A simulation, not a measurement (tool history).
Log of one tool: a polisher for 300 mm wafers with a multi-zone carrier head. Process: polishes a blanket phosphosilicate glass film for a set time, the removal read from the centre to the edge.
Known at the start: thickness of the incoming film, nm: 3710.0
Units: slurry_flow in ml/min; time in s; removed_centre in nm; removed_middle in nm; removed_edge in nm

run	hour	slurry_flow	centre_zone	middle_zone	edge_zone	slurry_solids	time	removed_centre	removed_middle	removed_edge
1	0	230	1	1	1	1	87	542.38	556.52	553.59
2	2.7	235	1	1	1.02	1	87	545.21	559.16	552.15
3	9.5	235	1	1	1.02	1.1	87	572.69	589.13	573.11
4	10.5	230	1	0.99	1.04	1.15	88	588.65	595.22	606.28
5	13.9	230	0.96	0.99	1.04	1.15	88	568.43	601.18	596.96
6	15.4	230	0.96	0.99	1.04	1.15	78	501.06	539.47	544.76
7	16.8	230	0.97	0.99	1.05	1.2	78	512.44	536.04	544.1
8	18.4	265	0.97	0.96	1.15	1.45	90	660.45	667.45	708.91
9	23.4	260	0.97	0.96	1.15	1.45	90	651.29	664.15	710.87

The next listed run, before its measurement:
10	24.1	250	0.98	0.94	1.14	1.45	90	?	?	?

removed_centre: 646.8 nm
removed_middle: 650.7 nm
removed_edge: 723.76 nm

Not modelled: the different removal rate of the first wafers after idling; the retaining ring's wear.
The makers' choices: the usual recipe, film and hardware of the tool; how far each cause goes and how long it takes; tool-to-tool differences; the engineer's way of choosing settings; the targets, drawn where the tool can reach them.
